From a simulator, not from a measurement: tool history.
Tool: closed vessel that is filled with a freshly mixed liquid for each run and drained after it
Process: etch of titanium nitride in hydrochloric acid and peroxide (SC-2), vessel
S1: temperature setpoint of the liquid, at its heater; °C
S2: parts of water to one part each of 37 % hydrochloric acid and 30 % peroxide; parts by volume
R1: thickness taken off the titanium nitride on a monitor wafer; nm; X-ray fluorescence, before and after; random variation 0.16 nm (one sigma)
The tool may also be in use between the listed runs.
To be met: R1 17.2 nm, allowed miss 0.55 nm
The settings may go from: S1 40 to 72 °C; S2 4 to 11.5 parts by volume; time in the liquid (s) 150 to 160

{"run": 1, "hour": 0.0, "S1": 56, "S2": 6.5, "time in the liquid (s)": 150, "R1": 7.7992}
{"run": 2, "hour": 1.0, "S1": 50.5, "S2": 6.5, "time in the liquid (s)": 150, "R1": 5.2748}
{"run": 3, "hour": 4.4, "S1": 50.5, "S2": 6.5, "time in the liquid (s)": 150, "R1": 5.4312}
{"run": 4, "hour": 9.6, "S1": 55.5, "S2": 6.5, "time in the liquid (s)": 150, "R1": 7.3546}
{"run": 5, "hour": 17.7, "S1": 55.5, "S2": 6.5, "time in the liquid (s)": 160, "R1": 7.9761}
{"hour": 26.6, "done": "new drum of peroxide connected"}
{"run": 6, "hour": 26.6, "S1": 58.5, "S2": 6.5, "time in the liquid (s)": 160, "R1": 9.9913}
{"run": 7, "hour": 28.2, "S1": 60.5, "S2": 6.5, "time in the liquid (s)": 160, "R1": 11.435}
{"run": 8, "hour": 34.9, "S1": 62, "S2": 6.5, "time in the liquid (s)": 160, "R1": 12.296}
{"run": 9, "hour": 40.2, "S1": 68.5, "S2": 6.5, "time in the liquid (s)": 160, "R1": 18.694}
{"run": 10, "hour": 49.2, "S1": 68, "S2": 6.5, "time in the liquid (s)": 160, "R1": 18.173}

Which of these 4 next moves meets every target?
{"run": "A", "hour": 58.2, "S1": 69, "S2": 7, "time in the liquid (s)": 160, "R1": "?"}
{"run": "B", "hour": 58.2, "S1": 66, "S2": 4.5, "time in the liquid (s)": 150, "R1": "?"}
{"run": "C", "hour": 58.2, "S1": 66, "S2": 6, "time in the liquid (s)": 160, "R1": "?"}
{"run": "D", "hour": 58.2, "S1": 68, "S2": 7, "time in the liquid (s)": 150, "R1": "?"}

move=A R1=18.359
move=B R1=19.906
move=C R1=17.252
move=D R1=16.215
A: further off than the last run
B: further off than the last run
C: meets every target
D: takes the result that was furthest off past its target
Answer: C

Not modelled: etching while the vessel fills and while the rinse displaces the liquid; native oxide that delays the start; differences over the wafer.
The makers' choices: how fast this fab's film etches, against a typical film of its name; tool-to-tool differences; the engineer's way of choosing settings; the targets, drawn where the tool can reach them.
